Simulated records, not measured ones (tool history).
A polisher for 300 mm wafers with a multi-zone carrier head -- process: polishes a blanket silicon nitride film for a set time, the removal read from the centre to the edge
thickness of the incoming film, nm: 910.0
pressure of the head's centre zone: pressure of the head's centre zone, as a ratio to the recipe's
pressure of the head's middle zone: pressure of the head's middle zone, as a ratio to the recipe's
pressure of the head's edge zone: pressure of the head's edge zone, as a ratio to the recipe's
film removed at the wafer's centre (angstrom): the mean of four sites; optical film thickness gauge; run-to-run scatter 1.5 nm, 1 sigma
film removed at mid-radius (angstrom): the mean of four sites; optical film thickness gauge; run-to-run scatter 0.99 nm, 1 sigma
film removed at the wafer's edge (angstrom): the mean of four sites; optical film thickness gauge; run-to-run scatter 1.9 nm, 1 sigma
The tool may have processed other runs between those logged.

run,hour,flow of slurry (ml/min),pressure of the head's centre zone,pressure of the head's middle zone,pressure of the head's edge zone,polishing time (s),film removed at the wafer's centre (angstrom),film removed at mid-radius (angstrom),film removed at the wafer's edge (angstrom)
1,0,255,1,1,1,75,1970.6,2004.9,2019.8
2,5.4,260,1,1,0.98,71,1885.8,1908.4,1857.2
3,14.3,260,1,0.97,0.98,71,1876.5,1843.3,1851
4,21.7,270,0.98,0.96,0.96,68,1749.6,1766,1782
5,29,270,0.91,0.96,0.96,68,1680.8,1773.2,1837.4
6,36.2,225,0.91,0.96,0.96,68,1601.8,1730.3,1739.3
7,38,215,0.92,0.96,0.94,66,1542.6,1683.3,1684.9

What will run 8 give?
8,44.6,210,0.94,0.96,0.92,64,?,?,?

{"run 8": {"film removed at the wafer's centre (angstrom)": 1511.8, "film removed at mid-radius (angstrom)": 1610.9, "film removed at the wafer's edge (angstrom)": 1593.6}}

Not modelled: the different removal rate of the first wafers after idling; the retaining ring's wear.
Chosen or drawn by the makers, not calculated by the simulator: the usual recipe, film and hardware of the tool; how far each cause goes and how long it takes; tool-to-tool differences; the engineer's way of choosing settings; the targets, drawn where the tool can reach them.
